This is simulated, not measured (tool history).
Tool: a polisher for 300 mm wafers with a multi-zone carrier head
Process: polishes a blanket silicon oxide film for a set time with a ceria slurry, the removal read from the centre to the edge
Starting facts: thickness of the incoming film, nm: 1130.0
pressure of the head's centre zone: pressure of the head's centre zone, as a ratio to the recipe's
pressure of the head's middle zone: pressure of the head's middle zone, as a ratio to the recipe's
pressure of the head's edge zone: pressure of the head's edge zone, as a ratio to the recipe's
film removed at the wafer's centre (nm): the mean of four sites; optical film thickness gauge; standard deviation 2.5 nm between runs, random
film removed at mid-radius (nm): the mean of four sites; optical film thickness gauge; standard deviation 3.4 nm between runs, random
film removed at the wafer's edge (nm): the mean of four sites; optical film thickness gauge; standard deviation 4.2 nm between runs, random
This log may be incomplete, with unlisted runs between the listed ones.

| run | hour | flow of slurry (ml/min) | pressure of the head's centre zone | pressure of the head's middle zone | pressure of the head's edge zone | polishing time (s) | film removed at the wafer's centre (nm) | film removed at mid-radius (nm) | film removed at the wafer's edge (nm) |
|---|---|---|---|---|---|---|---|---|---|
| 1 | 0 | 235 | 1 | 1 | 1 | 39 | 180.26 | 182.77 | 195.92 |
| 2 | 3 | 240 | 1.04 | 1.02 | 1.04 | 43 | 208.1 | 202.6 | 221.59 |
| 3 | 4.3 | 245 | 1.07 | 1.05 | 1.06 | 46 | 228.12 | 227.92 | 229.19 |
| 4 | 12.9 | 195 | 1.07 | 1.05 | 1.06 | 46 | 219.68 | 217.42 | 233.85 |
| 5 | 20 | 195 | 1.07 | 1.05 | 1.06 | 40 | 191.77 | 192.04 | 205.67 |
| 6 | 25.1 | 190 | 1.09 | 1.06 | 1.08 | 44 | 210.85 | 210 | 227.28 |
| 7 | 31.2 | 190 | 1.11 | 1.06 | 1.1 | 47 | 231.24 | 219.59 | 236.79 |
| 8 | 38.7 | 180 | 1.11 | 1.06 | 1.1 | 50 | 243.24 | 233.71 | 252.57 |
| 9 | 47.7 | 190 | 1.11 | 1.06 | 1.11 | 52 | 254.65 | 249.82 | 267.81 |

Forecast run 10:
| 10 | 48.2 | 200 | 1.12 | 1.05 | 1.12 | 53 | ? | ? | ? |

{"run 10": {"film removed at the wafer's centre (nm)": 267.61, "film removed at mid-radius (nm)": 250.5, "film removed at the wafer's edge (nm)": 273.93}}

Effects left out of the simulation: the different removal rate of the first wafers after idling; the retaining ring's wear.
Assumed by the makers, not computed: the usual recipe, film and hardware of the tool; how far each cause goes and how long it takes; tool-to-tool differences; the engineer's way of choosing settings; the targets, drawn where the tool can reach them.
